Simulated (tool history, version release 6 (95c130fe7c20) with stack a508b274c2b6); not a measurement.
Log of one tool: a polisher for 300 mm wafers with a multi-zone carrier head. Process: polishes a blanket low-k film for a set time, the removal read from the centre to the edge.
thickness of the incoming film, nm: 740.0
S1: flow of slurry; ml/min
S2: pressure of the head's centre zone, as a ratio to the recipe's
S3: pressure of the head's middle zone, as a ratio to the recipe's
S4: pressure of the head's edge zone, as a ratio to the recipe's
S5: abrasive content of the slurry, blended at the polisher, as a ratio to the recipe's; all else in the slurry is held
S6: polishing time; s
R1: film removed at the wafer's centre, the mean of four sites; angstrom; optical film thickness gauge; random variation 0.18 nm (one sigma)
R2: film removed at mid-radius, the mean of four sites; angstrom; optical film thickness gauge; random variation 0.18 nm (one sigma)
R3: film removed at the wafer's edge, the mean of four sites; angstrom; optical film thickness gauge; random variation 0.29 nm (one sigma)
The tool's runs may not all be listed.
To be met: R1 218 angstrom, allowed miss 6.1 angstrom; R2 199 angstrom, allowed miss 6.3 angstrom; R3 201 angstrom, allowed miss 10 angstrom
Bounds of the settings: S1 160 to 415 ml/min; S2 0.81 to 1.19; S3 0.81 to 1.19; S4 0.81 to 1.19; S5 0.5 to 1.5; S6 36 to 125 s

run  hour   S1  S2    S3    S4    S5  S6      R1      R2      R3
  1     0  265   1     1     1     1  80  227.61  222.99  231.08
  2   0.9  265   1     1  0.96     1  80  226.33  223.64  225.24
  3   6.9  265   1  1.04  0.96     1  80   224.7  234.99  222.33
  4  15.4  265   1  1.04  0.96   1.2  80  249.17  256.36  242.13
  5  22.5  265   1  1.04  1.02   1.2  80  252.74  251.61  250.31
  6  31.5  265   1  1.12  1.02   1.2  80  244.18  271.59  256.85
  7  35.3  260   1  1.09     1  1.15  80   243.8  257.29  244.98
  8  40.7  255   1  1.06  0.98  1.15  80  241.54  253.84   237.4

4 next moves are on the table. One of them brings every result within its allowed miss. Which?
  A  46.1  385  1.05   0.9  1.19  1.15  80   ?   ?   ?
  B  46.1  365  1.06  0.87  1.17  1.05  69   ?   ?   ?
  C  46.1  210  1.08  0.99  0.99   1.4  63   ?   ?   ?
  D  46.1  345     1  0.91  1.19  0.95  93   ?   ?   ?

move      R1      R2      R3
   A  268.88  233.83  276.21
   B  223.03  186.99  225.39
   C  220.02  202.53  204.64
   D  267.87  247.18  289.84
A: as far off as the last run
B: takes the result that was furthest off past its target
C: meets every target
D: as far off as the last run
The right move is C.
